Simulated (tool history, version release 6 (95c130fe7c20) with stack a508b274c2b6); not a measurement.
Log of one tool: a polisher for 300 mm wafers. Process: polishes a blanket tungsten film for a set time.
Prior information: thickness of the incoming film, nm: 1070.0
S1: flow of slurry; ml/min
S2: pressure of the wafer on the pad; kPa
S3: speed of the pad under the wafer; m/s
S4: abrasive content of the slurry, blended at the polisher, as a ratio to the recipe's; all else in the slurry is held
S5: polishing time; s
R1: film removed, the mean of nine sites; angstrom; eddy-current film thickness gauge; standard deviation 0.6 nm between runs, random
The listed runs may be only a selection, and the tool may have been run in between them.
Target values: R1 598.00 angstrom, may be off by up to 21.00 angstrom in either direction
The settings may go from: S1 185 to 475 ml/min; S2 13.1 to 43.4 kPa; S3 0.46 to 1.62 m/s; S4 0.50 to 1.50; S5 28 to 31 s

run  hour   S1    S2    S3    S4  S5       R1
  1   0.0  305  28.3  1.04  1.00  31  1439.70
  2   1.0  305  23.4  0.92  1.00  31  1127.00
  3   1.9  305  20.0  0.80  1.00  31   864.90
  4   7.5  305  20.0  0.92  1.00  31   977.26
  5  12.7  305  17.9  0.84  1.00  31   846.41
  6  18.8  305  16.5  0.78  1.00  31   743.11
  7  22.3  305  15.2  0.76  1.00  31   695.23
  8  29.6  305  14.5  0.74  1.00  31   644.05
  9  30.7  305  13.8  0.74  1.00  31   641.95
 10  38.6  305  13.1  0.68  1.00  31   558.42

Exactly one of the 4 candidate moves below puts every result within its allowed miss. Which one?
  A  46.5  240  13.1  0.72  1.00  28   ?
  B  46.5  305  13.1  0.74  1.05  28   ?
  C  46.5  340  13.1  0.74  1.20  28   ?
  D  46.5  260  13.8  0.66  0.95  29   ?

move      R1
   A  518.70
   B  556.14
   C  587.83
   D  504.98
A: its largest miss is bigger than the last run's
B: its largest miss is bigger than the last run's
C: all results in spec
D: its largest miss is bigger than the last run's
The move that meets every target is C.
